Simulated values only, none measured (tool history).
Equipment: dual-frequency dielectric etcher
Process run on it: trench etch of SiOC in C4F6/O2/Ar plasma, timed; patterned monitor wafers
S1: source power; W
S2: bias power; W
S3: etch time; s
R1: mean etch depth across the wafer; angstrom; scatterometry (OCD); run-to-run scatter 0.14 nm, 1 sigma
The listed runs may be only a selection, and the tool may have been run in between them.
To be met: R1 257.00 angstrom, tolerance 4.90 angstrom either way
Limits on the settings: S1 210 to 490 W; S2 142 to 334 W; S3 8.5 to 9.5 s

run,day,S1,S2,S3,R1
1,0.000,350,238,9.5,223.38
2,0.088,310,238,9.5,219.23
3,0.204,310,238,9.5,216.69
4,0.517,310,238,9.5,217.19
5,0.742,340,246,9.5,224.85
6,0.821,360,253,9.5,231.44
7,1.075,380,257,9.5,236.02
8,1.121,400,260,9.5,240.83
9,1.258,410,262,9.5,240.47
10,1.371,420,267,9.5,247.39
11,1.704,430,268,9.5,248.25
12,1.929,440,269,9.5,251.09
13,2.271,440,270,9.5,250.95
14,2.338,440,271,9.5,249.85

Next run, 4 choices. One meets every target within its allowed miss, the rest don't. Which?
A,2.404,490,253,9.5,?
B,2.404,490,281,8.5,?
C,2.404,490,280,9.0,?
D,2.404,440,275,9.0,?

move,R1
A,255.30
B,234.69
C,248.27
D,238.60
A: in spec on every target
B: its largest miss is bigger than the last run's
C: its largest miss is bigger than the last run's
D: its largest miss is bigger than the last run's
Go with A: it meets all targets.
